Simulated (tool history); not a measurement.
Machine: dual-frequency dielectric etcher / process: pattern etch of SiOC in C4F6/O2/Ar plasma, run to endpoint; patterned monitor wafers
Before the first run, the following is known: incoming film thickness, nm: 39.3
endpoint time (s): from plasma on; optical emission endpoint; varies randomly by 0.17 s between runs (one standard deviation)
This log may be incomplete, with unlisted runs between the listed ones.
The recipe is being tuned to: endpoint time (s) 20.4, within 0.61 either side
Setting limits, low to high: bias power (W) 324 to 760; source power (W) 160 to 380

run 1 day=0 | bias_power_(W)=542 source_power_(W)=270 | endpoint_time_(s)=16.962
run 2 day=0.225 | bias_power_(W)=542 source_power_(W)=290 | endpoint_time_(s)=16.416
run 3 day=0.479 | bias_power_(W)=495 source_power_(W)=270 | endpoint_time_(s)=17.58
run 4 day=0.779 | bias_power_(W)=459 source_power_(W)=260 | endpoint_time_(s)=18.5
run 5 day=1.096 | bias_power_(W)=508 source_power_(W)=260 | endpoint_time_(s)=17.677
run 6 day=1.171 | bias_power_(W)=508 source_power_(W)=310 | endpoint_time_(s)=16.257
run 7 day=1.225 | bias_power_(W)=465 source_power_(W)=290 | endpoint_time_(s)=17.041
run 8 day=1.508 | bias_power_(W)=440 source_power_(W)=270 | endpoint_time_(s)=18.373
run 9 day=1.817 | bias_power_(W)=416 source_power_(W)=260 | endpoint_time_(s)=18.954
run 10 day=2.104 | bias_power_(W)=398 source_power_(W)=260 | endpoint_time_(s)=19.407
run 11 day=2.321 | bias_power_(W)=386 source_power_(W)=260 | endpoint_time_(s)=19.209
run 12 day=2.45 | bias_power_(W)=374 source_power_(W)=260 | endpoint_time_(s)=19.633

Which of these 5 next moves meets every target?
run A day=2.579 | bias_power_(W)=385 source_power_(W)=270 | endpoint_time_(s)=?
run B day=2.579 | bias_power_(W)=389 source_power_(W)=280 | endpoint_time_(s)=?
run C day=2.579 | bias_power_(W)=409 source_power_(W)=270 | endpoint_time_(s)=?
run D day=2.579 | bias_power_(W)=491 source_power_(W)=270 | endpoint_time_(s)=?
run E day=2.579 | bias_power_(W)=374 source_power_(W)=240 | endpoint_time_(s)=?

move=A endpoint_time_(s)=19.409
move=B endpoint_time_(s)=19.011
move=C endpoint_time_(s)=18.989
move=D endpoint_time_(s)=17.752
move=E endpoint_time_(s)=20.747
A: further off than the last run
B: further off than the last run
C: further off than the last run
D: further off than the last run
E: hits every target within its allowed miss
So the answer is move E, the one that meets all the targets.

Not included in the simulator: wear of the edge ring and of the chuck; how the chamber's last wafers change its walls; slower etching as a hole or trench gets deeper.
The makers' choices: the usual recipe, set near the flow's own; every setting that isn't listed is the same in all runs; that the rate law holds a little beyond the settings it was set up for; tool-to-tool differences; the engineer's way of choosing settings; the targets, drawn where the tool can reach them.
